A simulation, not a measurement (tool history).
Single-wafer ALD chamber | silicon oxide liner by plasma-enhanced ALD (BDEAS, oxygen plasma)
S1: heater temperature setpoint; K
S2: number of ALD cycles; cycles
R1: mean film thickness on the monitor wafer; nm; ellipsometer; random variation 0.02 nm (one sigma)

run 1 hour=0 | S1=583.15 S2=76 | R1=6.8411
run 2 hour=7 | S1=584.15 S2=73 | R1=6.542
run 3 hour=7.6 | S1=584.15 S2=68 | R1=6.0932
run 4 hour=9.3 | S1=584.15 S2=75 | R1=6.7259
run 5 hour=10.1 | S1=585.15 S2=73 | R1=6.5391
run 6 hour=16 | S1=596.15 S2=73 | R1=6.4351
run 7 hour=18.3 | S1=596.15 S2=72 | R1=6.37
run 8 hour=23.6 | S1=596.15 S2=71 | R1=6.2644
run 9 hour=27.1 | S1=596.15 S2=70 | R1=6.2144

Run 10 comes next. What will it give?
run 10 hour=31.3 | S1=598.15 S2=66 | R1=?

R1: 5.8112 nm
